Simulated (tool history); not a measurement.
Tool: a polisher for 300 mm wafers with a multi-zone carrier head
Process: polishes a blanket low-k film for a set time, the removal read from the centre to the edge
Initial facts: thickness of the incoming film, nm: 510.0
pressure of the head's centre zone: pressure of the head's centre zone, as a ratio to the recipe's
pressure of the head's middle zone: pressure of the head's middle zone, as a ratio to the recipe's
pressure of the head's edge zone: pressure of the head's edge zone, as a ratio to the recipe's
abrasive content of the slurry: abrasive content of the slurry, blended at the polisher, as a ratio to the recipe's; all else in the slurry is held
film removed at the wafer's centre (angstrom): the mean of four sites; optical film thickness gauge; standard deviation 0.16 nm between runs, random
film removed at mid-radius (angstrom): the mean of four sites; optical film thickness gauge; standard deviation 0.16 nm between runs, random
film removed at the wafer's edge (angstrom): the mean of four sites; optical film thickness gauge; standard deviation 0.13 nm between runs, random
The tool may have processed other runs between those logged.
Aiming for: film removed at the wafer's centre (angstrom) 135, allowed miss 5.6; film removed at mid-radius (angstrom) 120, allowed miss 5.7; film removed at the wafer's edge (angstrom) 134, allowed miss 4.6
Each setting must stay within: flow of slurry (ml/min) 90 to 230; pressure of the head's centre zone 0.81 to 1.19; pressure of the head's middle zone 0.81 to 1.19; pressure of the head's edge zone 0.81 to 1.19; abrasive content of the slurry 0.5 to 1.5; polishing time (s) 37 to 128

run,hour,flow of slurry (ml/min),pressure of the head's centre zone,pressure of the head's middle zone,pressure of the head's edge zone,abrasive content of the slurry,polishing time (s),film removed at the wafer's centre (angstrom),film removed at mid-radius (angstrom),film removed at the wafer's edge (angstrom)
1,0,150,1,1,1,1,82,226.07,221.14,229.77
2,3.4,150,0.94,1,1,1,82,216.49,230.95,231.74
3,5.1,150,0.94,1,1,1,69,184.09,192.97,194.12
4,13.5,150,0.94,1,1.03,1,69,180.39,194.64,195.38
5,14,150,0.94,0.94,1.03,1,69,182.79,183.27,195.9
6,18.9,145,0.94,0.92,1.01,0.9,67,170.51,165.1,180.58
7,19.7,140,0.94,0.91,0.99,0.8,66,158.5,149.33,165.96
8,28.2,115,0.92,0.86,0.89,0.55,65,119.64,116.37,127.66
9,33.8,120,0.93,0.86,0.89,0.55,65,124.61,116.26,126.09
10,42.6,125,0.93,0.86,0.9,0.55,65,125.98,118.72,127.59
11,46.7,130,0.93,0.85,0.91,0.55,65,124.89,116.39,130.9
12,50.1,130,0.93,0.85,0.91,0.55,65,122.78,114.21,130.05

Which of these 5 next moves meets every target?
A,53.5,120,0.91,0.9,0.89,0.5,68,?,?,?
B,53.5,145,0.97,0.87,0.89,0.5,76,?,?,?
C,53.5,170,1.01,0.85,0.88,0.5,64,?,?,?
D,53.5,125,0.98,0.86,0.94,0.5,70,?,?,?
E,53.5,140,0.83,0.81,1.04,0.6,67,?,?,?

move,film removed at the wafer's centre (angstrom),film removed at mid-radius (angstrom),film removed at the wafer's edge (angstrom)
A,121.59,120.1,123.88
B,147.52,134.47,141.49
C,131.49,113.67,120.56
D,133.35,119.84,131.47
E,126.46,122.29,147.18
A: the biggest miss grows against the last run
B: moves the result that the last run missed by most past its target, out the other side
C: the furthest-off result lands on target, but another misses its tolerance
D: all results in spec
E: the biggest miss grows against the last run
Answer: D

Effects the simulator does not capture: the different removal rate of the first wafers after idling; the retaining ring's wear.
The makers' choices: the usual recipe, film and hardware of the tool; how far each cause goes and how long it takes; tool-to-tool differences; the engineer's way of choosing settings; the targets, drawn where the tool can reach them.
